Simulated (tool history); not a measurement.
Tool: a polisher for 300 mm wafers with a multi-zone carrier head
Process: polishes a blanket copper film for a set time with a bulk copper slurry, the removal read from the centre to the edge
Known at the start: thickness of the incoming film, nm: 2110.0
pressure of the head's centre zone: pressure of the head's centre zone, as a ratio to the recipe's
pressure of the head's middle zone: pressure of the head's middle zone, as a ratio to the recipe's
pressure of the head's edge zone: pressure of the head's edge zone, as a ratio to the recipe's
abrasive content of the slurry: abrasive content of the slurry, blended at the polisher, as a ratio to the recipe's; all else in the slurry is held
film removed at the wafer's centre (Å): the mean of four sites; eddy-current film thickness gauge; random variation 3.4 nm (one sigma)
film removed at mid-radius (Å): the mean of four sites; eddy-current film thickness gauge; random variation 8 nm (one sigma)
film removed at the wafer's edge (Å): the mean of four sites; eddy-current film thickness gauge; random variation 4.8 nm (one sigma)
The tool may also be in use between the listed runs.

run,hour,flow of slurry (ml/min),pressure of the head's centre zone,pressure of the head's middle zone,pressure of the head's edge zone,abrasive content of the slurry,polishing time (s),film removed at the wafer's centre (Å),film removed at mid-radius (Å),film removed at the wafer's edge (Å)
1,0.0,320,1.00,1.00,1.00,1.00,53,7426.4,7475.8,7683.4
2,8.4,320,1.00,1.00,1.00,1.10,53,7707.2,7753.4,7849.8
3,14.0,320,0.96,1.02,0.96,0.95,50,6565.9,7281.7,7047.0
4,17.3,320,0.94,1.02,0.93,0.85,48,6016.7,6569.6,6492.3
5,18.0,320,0.94,1.02,0.93,0.75,48,5841.9,6235.3,6174.4
# hour 20.2: slurry nozzle cleaned
6,20.2,320,0.94,1.02,0.93,0.95,48,6368.4,6898.0,6711.0

Forecast run 7:
7,26.7,315,0.91,1.04,0.91,0.85,47,?,?,?

Run 7 gave film removed at the wafer's centre (Å) 5822.9, film removed at mid-radius (Å) 6750.7, film removed at the wafer's edge (Å) 6528.8.
